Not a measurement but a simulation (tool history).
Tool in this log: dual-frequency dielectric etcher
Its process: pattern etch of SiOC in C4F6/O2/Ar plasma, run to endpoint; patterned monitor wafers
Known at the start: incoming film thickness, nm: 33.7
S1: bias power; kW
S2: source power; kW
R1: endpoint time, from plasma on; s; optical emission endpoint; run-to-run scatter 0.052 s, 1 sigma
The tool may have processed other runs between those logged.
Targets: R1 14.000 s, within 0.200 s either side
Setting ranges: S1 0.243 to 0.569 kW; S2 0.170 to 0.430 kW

run,day,S1,S2,R1
1,0.000,0.406,0.300,15.091
2,0.292,0.426,0.300,14.866
3,0.558,0.443,0.300,14.594
4,0.700,0.454,0.300,14.369
5,0.733,0.460,0.300,14.386
6,1.104,0.467,0.300,14.243
7,1.238,0.471,0.300,14.235
8,1.438,0.476,0.300,14.245

Of the 4 settings listed for the next run, only one would bring every result within its allowed miss of target. Which one?
A,1.638,0.479,0.340,?
B,1.638,0.442,0.340,?
C,1.638,0.496,0.320,?
D,1.638,0.456,0.300,?

move,R1
A,13.552
B,13.953
C,13.665
D,14.412
A: the result that was furthest off in the last run now lies on the other side of its target
B: in spec on every target
C: the result that was furthest off in the last run now lies on the other side of its target
D: the biggest miss grows against the last run
The move that meets every target is B.
